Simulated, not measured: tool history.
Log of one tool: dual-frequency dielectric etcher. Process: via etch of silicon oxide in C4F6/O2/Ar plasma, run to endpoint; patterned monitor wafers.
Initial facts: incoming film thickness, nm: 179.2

run 1 day=0.000 | bias_power_(kW)=0.466 source_power_(kW)=0.240 Ar_flow_(sccm)=218 | endpoint_time_(s)=48.198
run 2 day=0.121 | bias_power_(kW)=0.466 source_power_(kW)=0.240 Ar_flow_(sccm)=235 | endpoint_time_(s)=48.191
run 3 day=0.283 | bias_power_(kW)=0.495 source_power_(kW)=0.250 Ar_flow_(sccm)=235 | endpoint_time_(s)=46.592
run 4 day=0.454 | bias_power_(kW)=0.519 source_power_(kW)=0.250 Ar_flow_(sccm)=234 | endpoint_time_(s)=45.417
run 5 day=0.500 | bias_power_(kW)=0.519 source_power_(kW)=0.250 Ar_flow_(sccm)=250 | endpoint_time_(s)=45.971
run 6 day=0.688 | bias_power_(kW)=0.490 source_power_(kW)=0.250 Ar_flow_(sccm)=250 | endpoint_time_(s)=46.796
run 7 day=0.917 | bias_power_(kW)=0.515 source_power_(kW)=0.250 Ar_flow_(sccm)=249 | endpoint_time_(s)=46.004

Forecast run 8:
run 8 day=1.279 | bias_power_(kW)=0.536 source_power_(kW)=0.250 Ar_flow_(sccm)=248 | endpoint_time_(s)=?

endpoint time (s): 45.070
